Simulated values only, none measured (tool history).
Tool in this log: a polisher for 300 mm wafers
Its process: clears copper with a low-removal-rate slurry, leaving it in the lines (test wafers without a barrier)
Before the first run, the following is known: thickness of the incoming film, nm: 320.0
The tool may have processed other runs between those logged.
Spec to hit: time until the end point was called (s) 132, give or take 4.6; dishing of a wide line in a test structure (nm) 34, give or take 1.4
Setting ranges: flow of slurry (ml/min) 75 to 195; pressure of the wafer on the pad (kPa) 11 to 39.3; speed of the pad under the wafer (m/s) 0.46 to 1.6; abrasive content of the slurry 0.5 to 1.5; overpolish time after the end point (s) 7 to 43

| run | day | flow of slurry (ml/min) | pressure of the wafer on the pad (kPa) | speed of the pad under the wafer (m/s) | abrasive content of the slurry | overpolish time after the end point (s) | time until the end point was called (s) | dishing of a wide line in a test structure (nm) |
|---|---|---|---|---|---|---|---|---|
| 1 | 0 | 125 | 24.8 | 1.02 | 1 | 22 | 89.776 | 31.473 |
| 2 | 0.292 | 120 | 22.8 | 1.02 | 1 | 26 | 97.579 | 32.176 |
| 3 | 0.475 | 120 | 22.8 | 0.94 | 1 | 26 | 105.61 | 30.826 |
| 4 | 0.617 | 115 | 21.4 | 0.94 | 1 | 29 | 116.24 | 32.436 |
| 5 | 0.879 | 110 | 20.7 | 0.94 | 1 | 30 | 117.83 | 32.053 |
| 6 | 1 | 110 | 20.7 | 0.78 | 1 | 30 | 142.41 | 29.912 |
| 7 | 1.025 | 115 | 20.7 | 0.78 | 1 | 31 | 139.84 | 30.64 |
| 8 | 1.375 | 120 | 20.7 | 0.78 | 1 | 32 | 140.3 | 30.633 |
| 9 | 1.55 | 120 | 21.4 | 0.78 | 1 | 33 | 132.38 | 31.688 |
| 10 | 1.671 | 115 | 21.4 | 0.78 | 1 | 34 | 135.15 | 32.423 |
| 11 | 1.804 | 115 | 21.4 | 0.78 | 1 | 35 | 137.65 | 32.084 |
| 12 | 2.158 | 115 | 21.4 | 0.78 | 1 | 36 | 134.9 | 31.66 |
|  | 2.388 | worn pad replaced by a new one |
| 13 | 2.388 | 110 | 21.4 | 0.8 | 1 | 38 | 121.74 | 34.102 |
| 14 | 2.529 | 110 | 20.7 | 0.8 | 1 | 38 | 124.84 | 34.071 |

5 next moves are on the table. One of them brings every result within its allowed miss. Which?
| A | 2.671 | 120 | 22.8 | 0.72 | 1.05 | 31 | ? | ? |
| B | 2.671 | 140 | 20.7 | 0.7 | 1.15 | 42 | ? | ? |
| C | 2.671 | 155 | 22.1 | 0.78 | 0.8 | 36 | ? | ? |
| D | 2.671 | 95 | 22.1 | 0.84 | 1 | 32 | ? | ? |
| E | 2.671 | 90 | 22.1 | 0.84 | 0.9 | 30 | ? | ? |

| move | time until the end point was called (s) | dishing of a wide line in a test structure (nm) |
|---|---|---|
| A | 123.34 | 32.149 |
| B | 131.84 | 34.334 |
| C | 120.94 | 33.895 |
| D | 117.42 | 32.98 |
| E | 122.09 | 31.808 |
A: the biggest miss grows against the last run
B: every result lands within tolerance
C: the biggest miss grows against the last run
D: the biggest miss grows against the last run
E: the biggest miss grows against the last run
The move that meets every target is B.
